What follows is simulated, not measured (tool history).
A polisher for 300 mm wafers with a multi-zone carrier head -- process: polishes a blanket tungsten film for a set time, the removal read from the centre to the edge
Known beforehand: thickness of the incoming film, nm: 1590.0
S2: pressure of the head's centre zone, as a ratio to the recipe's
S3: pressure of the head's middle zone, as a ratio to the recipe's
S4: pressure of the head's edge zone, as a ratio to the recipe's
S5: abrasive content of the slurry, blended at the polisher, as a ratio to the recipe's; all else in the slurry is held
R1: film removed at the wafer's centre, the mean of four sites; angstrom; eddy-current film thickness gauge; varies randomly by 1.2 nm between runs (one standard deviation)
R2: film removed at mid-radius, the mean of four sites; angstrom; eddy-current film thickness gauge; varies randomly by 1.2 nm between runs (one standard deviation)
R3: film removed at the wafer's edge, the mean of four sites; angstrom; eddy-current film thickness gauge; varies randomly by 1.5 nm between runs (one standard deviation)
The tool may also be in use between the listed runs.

{"run": 1, "hour": 0.0, "flow of slurry (ml/min)": 135, "S2": 1.0, "S3": 1.0, "S4": 1.0, "S5": 1.0, "polishing time (s)": 80, "R1": 2347.7, "R2": 2378.7, "R3": 2383.3}
{"run": 2, "hour": 5.8, "flow of slurry (ml/min)": 135, "S2": 1.0, "S3": 0.92, "S4": 1.0, "S5": 1.0, "polishing time (s)": 80, "R1": 2327.0, "R2": 2236.6, "R3": 2367.5}
{"run": 3, "hour": 9.9, "flow of slurry (ml/min)": 120, "S2": 0.97, "S3": 0.89, "S4": 0.96, "S5": 0.85, "polishing time (s)": 78, "R1": 2124.8, "R2": 1978.1, "R3": 2149.1}
{"run": 4, "hour": 18.0, "flow of slurry (ml/min)": 120, "S2": 1.04, "S3": 0.89, "S4": 0.96, "S5": 0.85, "polishing time (s)": 78, "R1": 2248.9, "R2": 2004.0, "R3": 2145.1}
{"run": 5, "hour": 22.5, "flow of slurry (ml/min)": 110, "S2": 0.97, "S3": 0.9, "S4": 0.94, "S5": 0.75, "polishing time (s)": 76, "R1": 1937.9, "R2": 1882.5, "R3": 2000.8}
{"run": 6, "hour": 30.5, "flow of slurry (ml/min)": 105, "S2": 0.94, "S3": 0.88, "S4": 0.91, "S5": 0.65, "polishing time (s)": 75, "R1": 1821.0, "R2": 1778.4, "R3": 1885.3}

Estimate the outcome of run 7 from the log above:
{"run": 7, "hour": 37.5, "flow of slurry (ml/min)": 100, "S2": 0.91, "S3": 0.87, "S4": 0.89, "S5": 0.6, "polishing time (s)": 75, "R1": "?", "R2": "?", "R3": "?"}

{"run 7": {"R1": 1699.0, "R2": 1696.2, "R3": 1855.5}}
